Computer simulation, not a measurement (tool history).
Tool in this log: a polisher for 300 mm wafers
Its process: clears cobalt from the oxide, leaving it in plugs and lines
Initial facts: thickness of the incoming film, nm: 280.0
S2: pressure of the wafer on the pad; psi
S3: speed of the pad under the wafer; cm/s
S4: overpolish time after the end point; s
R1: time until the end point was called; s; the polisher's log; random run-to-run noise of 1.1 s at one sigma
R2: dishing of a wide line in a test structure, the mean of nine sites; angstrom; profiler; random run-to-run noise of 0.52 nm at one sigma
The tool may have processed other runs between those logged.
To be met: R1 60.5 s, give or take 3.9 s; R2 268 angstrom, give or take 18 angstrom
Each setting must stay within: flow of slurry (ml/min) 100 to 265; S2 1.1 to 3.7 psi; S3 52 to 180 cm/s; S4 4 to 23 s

{"run": 1, "hour": 0.0, "flow of slurry (ml/min)": 170, "S2": 2.4, "S3": 116, "S4": 12, "R1": 45.686, "R2": 561.55}
{"run": 2, "hour": 5.4, "flow of slurry (ml/min)": 130, "S2": 2.4, "S3": 116, "S4": 12, "R1": 50.554, "R2": 513.41}
{"run": 3, "hour": 13.7, "flow of slurry (ml/min)": 125, "S2": 2.3, "S3": 116, "S4": 10, "R1": 50.831, "R2": 460.73}
{"run": 4, "hour": 19.1, "flow of slurry (ml/min)": 120, "S2": 2.2, "S3": 114, "S4": 9, "R1": 55.366, "R2": 392.94}
{"run": 5, "hour": 25.9, "flow of slurry (ml/min)": 120, "S2": 2.1, "S3": 114, "S4": 8, "R1": 57.392, "R2": 352.56}
{"run": 6, "hour": 28.0, "flow of slurry (ml/min)": 120, "S2": 2.1, "S3": 114, "S4": 7, "R1": 60.235, "R2": 312.92}
{"run": 7, "hour": 29.2, "flow of slurry (ml/min)": 120, "S2": 2.2, "S3": 114, "S4": 4, "R1": 54.045, "R2": 203.07}
{"run": 8, "hour": 34.5, "flow of slurry (ml/min)": 120, "S2": 2.1, "S3": 116, "S4": 4, "R1": 57.021, "R2": 197.39}
{"run": 9, "hour": 40.9, "flow of slurry (ml/min)": 115, "S2": 2, "S3": 116, "S4": 5, "R1": 58.788, "R2": 230.03}

Below are 4 possible settings for the next run. Only one of them brings all results inside the allowed miss of their targets. Which is it?
{"run": "A", "hour": 47.3, "flow of slurry (ml/min)": 130, "S2": 2.1, "S3": 114, "S4": 4, "R1": "?", "R2": "?"}
{"run": "B", "hour": 47.3, "flow of slurry (ml/min)": 175, "S2": 2.2, "S3": 98, "S4": 5, "R1": "?", "R2": "?"}
{"run": "C", "hour": 47.3, "flow of slurry (ml/min)": 105, "S2": 2.1, "S3": 132, "S4": 5, "R1": "?", "R2": "?"}
{"run": "D", "hour": 47.3, "flow of slurry (ml/min)": 100, "S2": 2.1, "S3": 112, "S4": 6, "R1": "?", "R2": "?"}

move=A R1=56.686 R2=199.34
move=B R1=60.106 R2=230.23
move=C R1=50.944 R2=264.98
move=D R1=60.281 R2=268.2
A: misses by more than the last run did
B: about the same distance from the targets as the last run
C: corrects the largest miss of the last run, while another result sits out of spec
D: each result inside its tolerance
Move D is the one to make.
